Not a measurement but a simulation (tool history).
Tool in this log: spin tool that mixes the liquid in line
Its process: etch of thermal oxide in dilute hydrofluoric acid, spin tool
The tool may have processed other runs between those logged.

run  hour  temperature setpoint of the liquid (C)  parts of water to one part of 49 % hydrofluoric acid (parts by volume)  time under the liquid (s)  thickness taken off the thermal oxide on a monitor wafer (nm)
  1     0                                      23                                                                      95                        275                                                         13.829
  2   1.9                                      23                                                                      95                        295                                                         14.446
  3   6.4                                    25.5                                                                      85                        295                                                         17.956
  4   8.5                                      27                                                                      75                        295                                                         22.076
  5     9                                      28                                                                      70                        295                                                         24.829
  6  11.1                                      28                                                                      70                        295                                                         24.564
  7  18.3                                      29                                                                      70                        295                                                         25.719

Run 8 has not been measured yet. What should we expect?
  8  25.4                                    29.5                                                                      70                        295                                                              ?

Run 8 produced thickness taken off the thermal oxide on a monitor wafer (nm) 26.326.

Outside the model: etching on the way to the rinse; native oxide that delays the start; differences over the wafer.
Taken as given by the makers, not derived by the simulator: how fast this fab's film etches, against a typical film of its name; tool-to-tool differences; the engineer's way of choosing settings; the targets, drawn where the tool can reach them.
